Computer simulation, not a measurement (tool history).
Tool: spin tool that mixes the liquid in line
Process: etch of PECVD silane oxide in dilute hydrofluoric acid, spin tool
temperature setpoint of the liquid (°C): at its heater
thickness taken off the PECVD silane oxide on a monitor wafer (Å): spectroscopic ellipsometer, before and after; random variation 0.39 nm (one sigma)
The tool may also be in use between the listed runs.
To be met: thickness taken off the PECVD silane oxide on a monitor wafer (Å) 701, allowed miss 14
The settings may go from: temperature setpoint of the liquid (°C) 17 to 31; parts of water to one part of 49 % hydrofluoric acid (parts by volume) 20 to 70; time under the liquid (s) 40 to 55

run	day	temperature setpoint of the liquid (°C)	parts of water to one part of 49 % hydrofluoric acid (parts by volume)	time under the liquid (s)	thickness taken off the PECVD silane oxide on a monitor wafer (Å)
1	0	23	40	55	254.15
2	0.208	25.5	35	55	325.68
3	0.362	27.5	35	55	354.15
4	0.642	25	35	55	317.3
5	0.912	23	35	55	289.04
6	1.192	23	35	40	211.41
7	1.4	25.5	30	45	308.41
8	1.475	27	25	50	446.17
9	1.55	28	25	50	464.74
10	1.733	29	25	50	481.86
11	1.825	29.5	25	50	493.14
12	2.083	30	25	50	504.67
13	2.15	30.5	25	50	511.23
14	2.496	31	20	55	728.42

4 next moves are on the table. One of them brings every result within its allowed miss. Which?
A	2.842	31	20	50	?
B	2.842	30	20	55	?
C	2.842	29	20	55	?
D	2.842	28.5	20	55	?

move	thickness taken off the PECVD silane oxide on a monitor wafer (Å)
A	661.57
B	698.75
C	670.72
D	657.06
A: takes the result that was furthest off past its target
B: meets every target
C: takes the result that was furthest off past its target
D: takes the result that was furthest off past its target
The right move is B.
